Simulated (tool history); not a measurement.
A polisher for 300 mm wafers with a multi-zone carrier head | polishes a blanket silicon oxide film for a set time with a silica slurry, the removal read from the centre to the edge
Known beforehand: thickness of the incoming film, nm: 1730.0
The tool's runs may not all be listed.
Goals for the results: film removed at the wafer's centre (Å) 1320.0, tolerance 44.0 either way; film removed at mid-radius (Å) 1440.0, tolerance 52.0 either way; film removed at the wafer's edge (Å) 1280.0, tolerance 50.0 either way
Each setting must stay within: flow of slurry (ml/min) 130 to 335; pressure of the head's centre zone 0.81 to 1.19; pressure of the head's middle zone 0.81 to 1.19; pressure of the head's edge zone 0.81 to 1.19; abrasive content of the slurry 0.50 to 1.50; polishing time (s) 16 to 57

run   hour  flow of slurry (ml/min)  pressure of the head's centre zone  pressure of the head's middle zone  pressure of the head's edge zone  abrasive content of the slurry  polishing time (s)  film removed at the wafer's centre (Å)  film removed at mid-radius (Å)  film removed at the wafer's edge (Å)
  1    0.0                      215                                1.00                                1.00                              1.00                            1.00                  36                                  1618.2                          1649.5                                1608.3
  2    5.6                      215                                1.00                                1.00                              1.00                            1.00                  43                                  1964.3                          2004.5                                1913.8
  3    7.0                      215                                1.00                                1.04                              1.00                            1.00                  43                                  1951.0                          2039.9                                1944.3
  4   13.9                      215                                0.99                                1.03                              0.98                            0.95                  43                                  1886.6                          1970.7                                1839.3
  5   18.6                      215                                1.02                                1.03                              0.98                            0.95                  43                                  1935.4                          1992.6                                1835.1
  6   25.9                      215                                1.09                                1.03                              0.98                            0.95                  43                                  2035.6                          1994.9                                1851.8
  7   31.2                      210                                1.07                                1.02                              0.97                            0.90                  43                                  1951.3                          1886.3                                1759.2
  8   35.9                      205                                1.04                                1.02                              0.96                            0.85                  43                                  1842.1                          1801.5                                1722.2
  9   36.5                      210                                1.03                                1.03                              0.95                            0.80                  43                                  1769.8                          1756.8                                1588.7
 10   41.4                      205                                1.01                                1.03                              0.94                            0.80                  43                                  1724.4                          1767.3                                1634.5
 11   45.0                      210                                1.00                                1.03                              0.93                            0.75                  43                                  1647.2                          1729.5                                1518.9
 12   53.8                      190                                0.90                                0.93                              0.85                            0.60                  43                                  1206.4                          1311.8                                1224.9
 13   55.7                      190                                0.90                                0.93                              0.85                            0.60                  43                                  1235.2                          1307.0                                1220.0
 14   58.2                      195                                0.90                                0.94                              0.85                            0.60                  43                                  1199.3                          1307.7                                1222.7
 15   60.5                      195                                0.91                                0.95                              0.85                            0.60                  43                                  1249.6                          1292.9                                1252.4
 16   68.9                      185                                0.92                                0.96                              0.86                            0.60                  43                                  1243.0                          1307.8                                1211.5
 17   71.7                      190                                0.92                                0.97                              0.86                            0.60                  43                                  1260.2                          1312.3                                1202.1
 18   77.9                      195                                0.92                                0.98                              0.86                            0.60                  43                                  1244.7                          1323.1                                1246.9
 19   86.9                      190                                0.93                                1.00                              0.86                            0.60                  43                                  1256.6                          1350.5                                1228.6
      87.8  -- edge zone pressure recalibrated
 20   87.8                      190                                0.93                                1.00                              0.86                            0.60                  43                                  1253.2                          1344.7                                1280.0
 21   91.8                      200                                0.93                                0.99                              0.86                            0.60                  43                                  1270.9                          1357.7                                1259.0
 22   95.9                      200                                0.93                                1.00                              0.86                            0.60                  43                                  1291.8                          1360.6                                1277.8
 23   99.9                      195                                0.94                                1.02                              0.87                            0.60                  43                                  1263.9                          1389.9                                1269.7
 24  100.6                      195                                0.94                                1.03                              0.86                            0.60                  43                                  1270.1                          1400.3                                1308.4
 25  107.8                      195                                0.94                                1.03                              0.87                            0.60                  43                                  1277.8                          1416.5                                1297.2

Which one of the following 4 next-run settings gets every result inside its allowed miss? There is exactly one.
  A  115.0                      150                                0.85                                1.00                              0.82                            0.95                  34                                       ?                               ?                                     ?
  B  115.0                      200                                0.86                                1.05                              0.88                            0.65                  41                                       ?                               ?                                     ?
  C  115.0                      180                                0.84                                0.91                              0.81                            1.00                  34                                       ?                               ?                                     ?
  D  115.0                      135                                1.01                                1.09                              0.87                            0.60                  45                                       ?                               ?                                     ?

move  film removed at the wafer's centre (Å)  film removed at mid-radius (Å)  film removed at the wafer's edge (Å)
   A                                  1208.0                          1418.3                                1305.1
   B                                  1206.5                          1450.0                                1300.9
   C                                  1282.6                          1400.4                                1374.6
   D                                  1305.9                          1414.7                                1251.0
A: the biggest miss grows against the last run
B: the biggest miss grows against the last run
C: puts the biggest miss on target and leaves a different result outside tolerance
D: in spec on every target
Correct choice: D, which meets every target
